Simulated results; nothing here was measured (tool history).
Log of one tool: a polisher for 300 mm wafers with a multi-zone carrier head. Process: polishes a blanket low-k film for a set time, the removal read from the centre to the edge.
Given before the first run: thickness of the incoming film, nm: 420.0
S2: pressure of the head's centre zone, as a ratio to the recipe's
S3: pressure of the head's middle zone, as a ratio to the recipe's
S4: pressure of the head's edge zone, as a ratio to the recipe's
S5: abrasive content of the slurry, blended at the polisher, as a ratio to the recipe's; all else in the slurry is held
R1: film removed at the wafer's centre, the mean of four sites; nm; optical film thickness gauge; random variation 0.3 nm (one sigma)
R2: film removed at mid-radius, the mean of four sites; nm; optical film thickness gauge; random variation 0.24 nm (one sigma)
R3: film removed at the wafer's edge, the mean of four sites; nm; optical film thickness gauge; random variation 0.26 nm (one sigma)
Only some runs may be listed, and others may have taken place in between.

{"run": 1, "hour": 0.0, "flow of slurry (ml/min)": 220, "S2": 1, "S3": 1, "S4": 1, "S5": 1, "polishing time (s)": 75, "R1": 30.318, "R2": 29.424, "R3": 30.636}
{"run": 2, "hour": 7.3, "flow of slurry (ml/min)": 220, "S2": 1, "S3": 1, "S4": 1, "S5": 1, "polishing time (s)": 62, "R1": 25.152, "R2": 24.511, "R3": 25.105}
{"run": 3, "hour": 11.7, "flow of slurry (ml/min)": 220, "S2": 1.08, "S3": 1, "S4": 1, "S5": 1, "polishing time (s)": 62, "R1": 26.924, "R2": 24.547, "R3": 24.887}
{"run": 4, "hour": 20.4, "flow of slurry (ml/min)": 180, "S2": 1.08, "S3": 1, "S4": 1, "S5": 1, "polishing time (s)": 62, "R1": 26.414, "R2": 23.787, "R3": 24.34}
{"run": 5, "hour": 23.6, "flow of slurry (ml/min)": 180, "S2": 1.08, "S3": 1.06, "S4": 1, "S5": 1, "polishing time (s)": 62, "R1": 26.111, "R2": 24.931, "R3": 24.336}
{"run": 6, "hour": 29.0, "flow of slurry (ml/min)": 180, "S2": 1.08, "S3": 1.06, "S4": 1, "S5": 1, "polishing time (s)": 77, "R1": 32.578, "R2": 30.887, "R3": 30.445}
{"run": 7, "hour": 37.7, "flow of slurry (ml/min)": 205, "S2": 1.1, "S3": 1.07, "S4": 1.05, "S5": 1.05, "polishing time (s)": 77, "R1": 34.864, "R2": 32.546, "R3": 31.721}
{"run": 8, "hour": 40.2, "flow of slurry (ml/min)": 215, "S2": 1.09, "S3": 1.06, "S4": 1.15, "S5": 1.3, "polishing time (s)": 78, "R1": 38.155, "R2": 35.54, "R3": 36.9}

Run 9 comes next. What will it give?
{"run": 9, "hour": 47.0, "flow of slurry (ml/min)": 230, "S2": 1.09, "S3": 1.07, "S4": 1.15, "S5": 1.3, "polishing time (s)": 78, "R1": "?", "R2": "?", "R3": "?"}

{"run 9": {"R1": 38.349, "R2": 36.196, "R3": 36.871}}

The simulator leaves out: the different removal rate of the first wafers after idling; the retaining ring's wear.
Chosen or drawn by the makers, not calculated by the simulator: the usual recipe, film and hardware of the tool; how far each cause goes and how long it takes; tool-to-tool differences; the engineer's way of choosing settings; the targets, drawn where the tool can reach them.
